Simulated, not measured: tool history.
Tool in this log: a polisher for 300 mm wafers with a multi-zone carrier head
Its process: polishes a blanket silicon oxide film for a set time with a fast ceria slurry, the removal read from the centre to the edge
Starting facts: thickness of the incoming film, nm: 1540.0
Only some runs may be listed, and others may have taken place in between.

| run | hour | flow of slurry (ml/min) | pressure of the head's centre zone | pressure of the head's middle zone | pressure of the head's edge zone | polishing time (s) | film removed at the wafer's centre (Å) | film removed at mid-radius (Å) | film removed at the wafer's edge (Å) |
|---|---|---|---|---|---|---|---|---|---|
| 1 | 0.0 | 155 | 1.00 | 1.00 | 1.00 | 34 | 4698.8 | 4563.1 | 4614.1 |
| 2 | 7.4 | 135 | 1.00 | 1.00 | 1.00 | 34 | 4634.8 | 4492.5 | 4430.8 |
| 3 | 14.5 | 145 | 1.02 | 1.00 | 1.02 | 35 | 4818.7 | 4560.6 | 4815.6 |
| 4 | 21.1 | 145 | 1.02 | 1.00 | 0.95 | 35 | 4804.0 | 4615.4 | 4538.0 |
| 5 | 25.2 | 125 | 1.02 | 1.00 | 0.95 | 35 | 4684.1 | 4501.5 | 4481.6 |
| 6 | 27.0 | 125 | 1.02 | 0.92 | 0.95 | 35 | 4765.9 | 4307.8 | 4518.5 |
| 7 | 29.0 | 130 | 1.03 | 0.93 | 0.97 | 36 | 5004.0 | 4504.2 | 4610.5 |
| 8 | 32.9 | 135 | 1.03 | 0.93 | 1.00 | 37 | 5011.2 | 4610.7 | 4881.0 |

Run 9 has not been measured yet. What should we expect?
| 9 | 36.1 | 140 | 1.05 | 0.93 | 1.01 | 38 | ? | ? | ? |

film removed at the wafer's centre (Å): 5472.5
film removed at mid-radius (Å): 4679.0
film removed at the wafer's edge (Å): 5064.6

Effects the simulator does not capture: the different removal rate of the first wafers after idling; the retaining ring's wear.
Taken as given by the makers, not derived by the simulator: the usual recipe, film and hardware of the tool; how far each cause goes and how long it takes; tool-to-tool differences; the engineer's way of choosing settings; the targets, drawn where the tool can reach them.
